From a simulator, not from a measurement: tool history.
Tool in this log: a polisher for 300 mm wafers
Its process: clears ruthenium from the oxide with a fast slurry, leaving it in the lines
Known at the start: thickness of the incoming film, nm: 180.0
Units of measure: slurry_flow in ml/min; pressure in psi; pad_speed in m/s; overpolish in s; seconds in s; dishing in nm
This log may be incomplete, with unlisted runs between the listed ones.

| run | day | slurry_flow | pressure | pad_speed | slurry_solids | overpolish | seconds | dishing |
|---|---|---|---|---|---|---|---|---|
| 1 | 0 | 245 | 2.8 | 0.82 | 1 | 12 | 60.315 | 28.43 |
| 2 | 0.096 | 245 | 2.9 | 0.82 | 1 | 11 | 58.072 | 28.517 |
| 3 | 0.321 | 300 | 2.9 | 0.82 | 1 | 11 | 57.185 | 28.089 |
| 4 | 0.554 | 340 | 2.9 | 0.82 | 1 | 11 | 55.704 | 29.086 |
| 5 | 0.879 | 380 | 2.9 | 0.82 | 1 | 11 | 55.33 | 29.38 |
| 6 | 1.004 | 355 | 3 | 0.82 | 1 | 10 | 54.249 | 27.306 |
| 7 | 1.062 | 340 | 3.1 | 0.82 | 1 | 9 | 53.915 | 25.83 |
| 8 | 1.117 | 330 | 3.1 | 0.84 | 1 | 8 | 51.809 | 23.418 |
| 9 | 1.246 | 310 | 3.2 | 0.86 | 0.95 | 8 | 50.428 | 23.36 |
| 10 | 1.621 | 300 | 3.3 | 0.86 | 0.9 | 8 | 49.835 | 22.785 |
| 11 | 1.817 | 300 | 3.4 | 0.86 | 0.85 | 8 | 50.105 | 23.27 |
| 12 | 2.121 | 285 | 3.5 | 0.88 | 0.8 | 8 | 48.81 | 24.598 |
| 13 | 2.367 | 270 | 3.5 | 0.88 | 0.85 | 8 | 48.653 | 24.445 |
| 14 | 2.596 | 270 | 3.5 | 0.88 | 0.85 | 8 | 48.011 | 24.315 |
| 15 | 2.754 | 255 | 3.6 | 0.88 | 0.8 | 8 | 48.82 | 25.524 |
| 16 | 3.071 | 270 | 3.5 | 0.92 | 0.8 | 8 | 47.428 | 24.235 |
| 17 | 3.379 | 340 | 3.1 | 1.14 | 0.55 | 4 | 51.056 | 11.69 |
| 18 | 3.446 | 340 | 3.2 | 1.14 | 0.55 | 4 | 50.32 | 12.587 |

Forecast run 19:
| 19 | 3.75 | 345 | 3.5 | 1.18 | 0.5 | 4 | ? | ? |

Logged for run 19: seconds 46.124 s, dishing 13.434 nm.
